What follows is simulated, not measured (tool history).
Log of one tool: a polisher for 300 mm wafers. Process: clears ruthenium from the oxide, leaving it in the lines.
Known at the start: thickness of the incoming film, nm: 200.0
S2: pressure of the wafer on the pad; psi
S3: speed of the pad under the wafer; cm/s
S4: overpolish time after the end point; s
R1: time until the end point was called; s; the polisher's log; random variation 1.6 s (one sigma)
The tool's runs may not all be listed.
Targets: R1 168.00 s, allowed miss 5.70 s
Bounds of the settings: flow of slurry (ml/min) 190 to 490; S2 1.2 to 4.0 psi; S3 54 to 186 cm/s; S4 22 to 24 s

run 1 hour=0.0 | flow_of_slurry_(ml/min)=315 S2=2.6 S3=118 S4=22 | R1=116.09
run 2 hour=4.1 | flow_of_slurry_(ml/min)=315 S2=2.4 S3=118 S4=22 | R1=124.52
run 3 hour=11.8 | flow_of_slurry_(ml/min)=315 S2=2.3 S3=118 S4=22 | R1=127.95
run 4 hour=17.2 | flow_of_slurry_(ml/min)=315 S2=2.2 S3=118 S4=22 | R1=132.95
run 5 hour=24.3 | flow_of_slurry_(ml/min)=270 S2=2.2 S3=118 S4=22 | R1=135.31
run 6 hour=30.7 | flow_of_slurry_(ml/min)=270 S2=2.1 S3=118 S4=22 | R1=137.25
run 7 hour=37.4 | flow_of_slurry_(ml/min)=270 S2=2.0 S3=118 S4=22 | R1=142.26
run 8 hour=38.9 | flow_of_slurry_(ml/min)=270 S2=1.9 S3=118 S4=22 | R1=150.76
run 9 hour=41.4 | flow_of_slurry_(ml/min)=270 S2=1.7 S3=118 S4=22 | R1=158.52

Which of these 5 next moves meets every target?
run A hour=43.9 | flow_of_slurry_(ml/min)=290 S2=1.9 S3=116 S4=24 | R1=?
run B hour=43.9 | flow_of_slurry_(ml/min)=365 S2=2.3 S3=88 S4=23 | R1=?
run C hour=43.9 | flow_of_slurry_(ml/min)=335 S2=1.6 S3=134 S4=22 | R1=?
run D hour=43.9 | flow_of_slurry_(ml/min)=335 S2=1.5 S3=140 S4=22 | R1=?
run E hour=43.9 | flow_of_slurry_(ml/min)=355 S2=2.0 S3=122 S4=22 | R1=?

move=A R1=150.43
move=B R1=169.00
move=C R1=144.61
move=D R1=144.29
move=E R1=136.18
A: further off than the last run
B: meets every target
C: further off than the last run
D: further off than the last run
E: further off than the last run
Answer: B

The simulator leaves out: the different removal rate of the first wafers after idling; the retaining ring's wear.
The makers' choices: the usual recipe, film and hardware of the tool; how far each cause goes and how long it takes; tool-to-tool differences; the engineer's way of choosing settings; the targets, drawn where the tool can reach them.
